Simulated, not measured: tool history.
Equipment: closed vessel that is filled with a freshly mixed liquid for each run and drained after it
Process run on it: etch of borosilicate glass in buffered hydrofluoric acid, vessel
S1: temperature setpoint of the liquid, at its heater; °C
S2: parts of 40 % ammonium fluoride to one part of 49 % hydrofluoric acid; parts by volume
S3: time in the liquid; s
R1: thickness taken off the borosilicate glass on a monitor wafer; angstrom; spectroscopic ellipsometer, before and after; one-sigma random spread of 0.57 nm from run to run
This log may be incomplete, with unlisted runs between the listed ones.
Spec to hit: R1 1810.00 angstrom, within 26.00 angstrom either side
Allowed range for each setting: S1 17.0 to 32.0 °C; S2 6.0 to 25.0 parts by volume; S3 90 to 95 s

run  hour    S1    S2  S3       R1
  1   0.0  25.0  15.5  90   770.28
  2   6.8  25.0  18.5  90   649.66
  3  12.8  25.0  15.5  90   771.90
  4  16.0  27.0  13.0  90  1020.30
  5  22.5  27.0  13.0  95  1078.90
  6  28.1  27.0  16.5  95   852.92
  7  31.6  28.5  14.0  95  1080.70
  8  35.2  29.5  12.5  95  1276.20
  9  40.4  30.5  11.5  95  1458.00
 10  43.3  31.0  11.0  95  1562.50
 11  48.1  31.5  10.5  95  1676.30

Which single option among these 5 for the next run brings every result within its allowed miss of target? Just one does.
  A  52.9  32.0   9.5  90   ?
  B  52.9  32.0  10.0  95   ?
  C  52.9  28.5   8.0  90   ?
  D  52.9  31.0   9.0  90   ?
  E  52.9  30.0   8.5  90   ?

move       R1
   A  1774.00
   B  1812.20
   C  1745.80
   D  1744.90
   E  1765.00
A: gains on the last run, yet a result remains outside its allowed miss
B: every result lands within tolerance
C: gains on the last run, yet a result remains outside its allowed miss
D: gains on the last run, yet a result remains outside its allowed miss
E: gains on the last run, yet a result remains outside its allowed miss
The right move is B.
